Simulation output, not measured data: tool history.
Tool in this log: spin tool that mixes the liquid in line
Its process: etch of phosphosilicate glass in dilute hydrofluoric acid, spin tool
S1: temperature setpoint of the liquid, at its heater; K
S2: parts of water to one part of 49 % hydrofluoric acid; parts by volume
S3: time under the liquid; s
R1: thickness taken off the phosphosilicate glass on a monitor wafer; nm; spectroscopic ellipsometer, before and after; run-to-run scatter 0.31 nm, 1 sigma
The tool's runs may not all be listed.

run	hour	S1	S2	S3	R1
1	0.0	295.15	50	15	26.042
2	8.5	295.15	50	15	26.039
3	13.3	293.65	50	15	24.558
4	20.6	295.15	50	15	26.116
# hour 23.7: thermometer replaced
5	23.7	297.15	50	15	30.833
6	25.2	297.15	50	15	30.986
7	29.6	297.65	50	15	31.717
8	32.3	298.15	50	15	32.035

Predict the results of run 9:
9	38.1	298.15	50	15	?

{"run 9": {"R1": 32.254}}
